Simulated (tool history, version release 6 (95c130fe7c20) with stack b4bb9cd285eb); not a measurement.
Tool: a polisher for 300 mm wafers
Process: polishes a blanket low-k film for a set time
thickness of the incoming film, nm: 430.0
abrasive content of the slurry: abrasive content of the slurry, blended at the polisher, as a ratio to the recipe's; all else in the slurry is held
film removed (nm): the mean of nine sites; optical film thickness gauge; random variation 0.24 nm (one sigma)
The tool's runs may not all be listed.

run	hour	flow of slurry (ml/min)	pressure of the wafer on the pad (psi)	speed of the pad under the wafer (cm/s)	abrasive content of the slurry	polishing time (s)	film removed (nm)
1	0.0	245	2.5	106	1.0	101	62.396
2	6.6	245	3.1	106	1.0	101	74.908
3	13.0	245	2.8	98	1.0	101	63.223
4	16.0	245	2.5	92	1.0	101	54.373
5	23.0	245	2.3	88	1.0	101	49.378
6	29.0	300	2.3	88	1.0	101	50.327
7	37.2	300	2.1	84	1.0	101	44.215
8	40.5	300	1.9	82	1.0	101	39.739
9	46.2	300	1.8	80	1.0	101	37.637
10	48.5	300	1.8	80	1.0	101	37.340

Forecast run 11:
11	53.0	300	1.7	80	1.0	101	?

film removed (nm): 35.735
